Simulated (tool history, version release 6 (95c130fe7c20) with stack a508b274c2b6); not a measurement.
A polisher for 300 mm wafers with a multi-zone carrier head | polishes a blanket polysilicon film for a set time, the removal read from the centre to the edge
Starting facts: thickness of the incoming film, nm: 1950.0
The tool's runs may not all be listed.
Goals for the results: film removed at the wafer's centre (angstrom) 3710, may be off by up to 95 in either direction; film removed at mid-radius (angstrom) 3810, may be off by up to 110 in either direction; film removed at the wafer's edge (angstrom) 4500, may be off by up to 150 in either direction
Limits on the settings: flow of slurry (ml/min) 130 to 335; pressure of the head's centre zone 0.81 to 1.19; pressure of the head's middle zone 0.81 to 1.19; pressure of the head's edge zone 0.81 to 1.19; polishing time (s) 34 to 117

run,hour,flow of slurry (ml/min),pressure of the head's centre zone,pressure of the head's middle zone,pressure of the head's edge zone,polishing time (s),film removed at the wafer's centre (angstrom),film removed at mid-radius (angstrom),film removed at the wafer's edge (angstrom)
1,0,215,1,1,1,75,4855.5,4752.5,4765.9
2,2.6,215,1,1.08,1,75,4832.6,5084.7,4798.6
3,9.8,215,1,1.08,0.96,75,4803.6,5144.2,4652
4,13.8,215,1,1.04,0.96,75,4813.1,4939.3,4644.3
5,17.5,215,1,1.04,1.04,75,4847.3,4939.6,4800.3
6,25.2,200,0.95,0.99,1.05,74,4472.5,4680.9,4738.3
7,28.7,190,0.92,0.94,1.06,73,4226.9,4453.8,4666.6
8,34.4,190,0.92,0.94,1.06,73,4197.3,4411.5,4730.4
9,43.3,180,0.91,0.91,1.05,72,4097,4194,4623.5
10,48.7,170,0.9,0.89,1.05,72,4039,4047.4,4594.9
11,53.2,165,0.89,0.88,1.05,72,3966.4,4043.2,4601.3
12,54.2,160,0.88,0.87,1.05,72,3882.9,3969.3,4530.6
13,58.3,155,0.87,0.86,1.05,72,3890.9,3886,4547.3

Which of these 5 next moves meets every target?
A,62.4,130,0.91,0.81,1.01,72,?,?,?
B,62.4,130,0.95,0.91,1.08,74,?,?,?
C,62.4,160,0.83,0.92,1.04,72,?,?,?
D,62.4,130,0.88,0.84,1.07,75,?,?,?
E,62.4,150,0.87,0.86,1.11,70,?,?,?

move,film removed at the wafer's centre (angstrom),film removed at mid-radius (angstrom),film removed at the wafer's edge (angstrom)
A,3907.6,3606,4333.9
B,4197.1,4077.5,4597.8
C,3674.3,4116.6,4477
D,3935.9,3869.8,4642.6
E,3710.2,3752.8,4473.7
A: further off than the last run
B: further off than the last run
C: the worst result of the last run now meets its target, but another is out of spec
D: further off than the last run
E: hits every target within its allowed miss
Move E is the one to make.
